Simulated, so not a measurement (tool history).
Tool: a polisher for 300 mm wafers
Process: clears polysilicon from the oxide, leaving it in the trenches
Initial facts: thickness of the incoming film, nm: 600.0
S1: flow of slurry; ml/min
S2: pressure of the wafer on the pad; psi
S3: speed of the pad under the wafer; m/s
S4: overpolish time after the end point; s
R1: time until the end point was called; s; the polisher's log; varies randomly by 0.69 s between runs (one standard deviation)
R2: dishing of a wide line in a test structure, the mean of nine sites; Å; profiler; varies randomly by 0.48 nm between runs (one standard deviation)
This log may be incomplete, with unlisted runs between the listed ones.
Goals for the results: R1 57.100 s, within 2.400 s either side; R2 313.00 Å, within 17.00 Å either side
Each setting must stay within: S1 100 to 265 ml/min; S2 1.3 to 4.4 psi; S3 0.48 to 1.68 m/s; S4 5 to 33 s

run,hour,S1,S2,S3,S4,R1,R2
1,0.0,170,2.8,1.08,17,45.426,417.40
2,2.3,170,2.8,1.08,14,46.058,415.99
3,8.0,130,2.8,1.08,14,48.844,418.21
4,12.4,130,3.5,1.08,14,39.137,412.59
5,16.9,130,3.5,1.08,8,39.270,402.71
6,17.7,130,3.5,1.08,5,38.940,362.61
7,18.8,165,3.1,1.08,5,41.477,356.48
8,19.5,165,3.1,1.08,5,40.997,347.88
9,27.3,180,2.7,1.08,5,46.287,343.17
10,34.7,180,2.7,1.08,5,45.429,337.88
11,37.8,175,2.0,1.06,5,63.479,294.13
12,45.5,185,2.0,1.06,5,61.821,296.81
13,48.2,235,1.9,1.06,13,64.387,398.61
14,49.8,185,2.3,1.06,7,54.102,351.77
15,52.9,175,2.3,1.06,6,55.122,338.17
16,57.8,165,2.2,1.08,6,58.479,335.91
17,59.4,115,2.5,1.14,5,53.202,326.99

Below are 4 possible settings for the next run. Only one of them brings all results inside the allowed miss of their targets. Which is it?
A,61.0,105,1.9,1.44,5,?,?
B,61.0,105,2.5,1.18,7,?,?
C,61.0,120,2.3,1.26,5,?,?
D,61.0,105,2.6,1.16,8,?,?

move,R1,R2
A,56.931,308.63
B,53.094,359.08
C,51.531,322.31
D,51.975,373.74
A: each result inside its tolerance
B: its largest miss is bigger than the last run's
C: its largest miss is bigger than the last run's
D: its largest miss is bigger than the last run's
The right move is A.

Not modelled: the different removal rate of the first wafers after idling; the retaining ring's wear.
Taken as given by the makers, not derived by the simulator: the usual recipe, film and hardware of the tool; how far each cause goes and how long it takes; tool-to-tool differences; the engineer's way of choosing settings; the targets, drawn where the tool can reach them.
